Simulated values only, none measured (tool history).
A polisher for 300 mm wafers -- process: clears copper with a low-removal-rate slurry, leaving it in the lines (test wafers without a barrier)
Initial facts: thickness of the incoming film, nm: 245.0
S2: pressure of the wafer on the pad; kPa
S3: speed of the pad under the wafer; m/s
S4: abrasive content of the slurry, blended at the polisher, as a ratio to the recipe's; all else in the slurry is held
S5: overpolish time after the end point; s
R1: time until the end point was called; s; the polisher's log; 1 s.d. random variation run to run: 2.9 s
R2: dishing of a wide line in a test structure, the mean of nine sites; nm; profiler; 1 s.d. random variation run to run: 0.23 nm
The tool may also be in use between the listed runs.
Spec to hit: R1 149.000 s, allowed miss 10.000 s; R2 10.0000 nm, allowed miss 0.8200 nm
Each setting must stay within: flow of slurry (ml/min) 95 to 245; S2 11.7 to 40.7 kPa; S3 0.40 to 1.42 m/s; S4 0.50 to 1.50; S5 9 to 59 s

{"run": 1, "hour": 0.0, "flow of slurry (ml/min)": 155, "S2": 26.2, "S3": 0.9, "S4": 1.0, "S5": 30, "R1": 72.347, "R2": 33.68}
{"run": 2, "hour": 4.2, "flow of slurry (ml/min)": 155, "S2": 21.4, "S3": 0.8, "S4": 1.0, "S5": 23, "R1": 103.45, "R2": 25.786}
{"run": 3, "hour": 5.5, "flow of slurry (ml/min)": 185, "S2": 17.9, "S3": 0.74, "S4": 1.15, "S5": 18, "R1": 125.09, "R2": 20.413}
{"run": 4, "hour": 13.9, "flow of slurry (ml/min)": 185, "S2": 17.9, "S3": 0.74, "S4": 1.15, "S5": 28, "R1": 123.77, "R2": 27.026}
{"run": 5, "hour": 16.8, "flow of slurry (ml/min)": 185, "S2": 12.4, "S3": 0.74, "S4": 1.15, "S5": 28, "R1": 175.11, "R2": 19.607}
{"run": 6, "hour": 20.1, "flow of slurry (ml/min)": 155, "S2": 12.4, "S3": 0.88, "S4": 0.95, "S5": 21, "R1": 155.02, "R2": 17.874}
{"run": 7, "hour": 29.1, "flow of slurry (ml/min)": 110, "S2": 11.7, "S3": 0.98, "S4": 0.7, "S5": 9, "R1": 172.51, "R2": 8.9097}
{"run": 8, "hour": 37.3, "flow of slurry (ml/min)": 135, "S2": 14.5, "S3": 1.0, "S4": 0.7, "S5": 9, "R1": 135.43, "R2": 11.348}
{"run": 9, "hour": 38.9, "flow of slurry (ml/min)": 135, "S2": 14.5, "S3": 1.0, "S4": 0.7, "S5": 9, "R1": 132.99, "R2": 11.09}
{"run": 10, "hour": 42.4, "flow of slurry (ml/min)": 135, "S2": 11.7, "S3": 0.98, "S4": 0.7, "S5": 9, "R1": 165.84, "R2": 9.1745}

Of the 5 settings listed for the next run, only one would bring every result within its allowed miss of target. Which one?
{"run": "A", "hour": 45.9, "flow of slurry (ml/min)": 125, "S2": 11.7, "S3": 0.88, "S4": 0.55, "S5": 13, "R1": "?", "R2": "?"}
{"run": "B", "hour": 45.9, "flow of slurry (ml/min)": 125, "S2": 15.9, "S3": 0.68, "S4": 0.95, "S5": 10, "R1": "?", "R2": "?"}
{"run": "C", "hour": 45.9, "flow of slurry (ml/min)": 210, "S2": 11.7, "S3": 1.08, "S4": 0.55, "S5": 9, "R1": "?", "R2": "?"}
{"run": "D", "hour": 45.9, "flow of slurry (ml/min)": 135, "S2": 12.4, "S3": 1.2, "S4": 0.85, "S5": 9, "R1": "?", "R2": "?"}
{"run": "E", "hour": 45.9, "flow of slurry (ml/min)": 95, "S2": 12.4, "S3": 1.0, "S4": 0.5, "S5": 10, "R1": "?", "R2": "?"}

move=A R1=189.530 R2=10.5860
move=B R1=164.200 R2=9.6407
move=C R1=140.980 R2=9.9698
move=D R1=120.070 R2=11.4040
move=E R1=172.400 R2=9.2035
A: misses by more than the last run did
B: an improvement on the last run, though not all results are within tolerance
C: meets every target
D: carries the result that was furthest off beyond its target, to the other side
E: misses by more than the last run did
C meets every target.
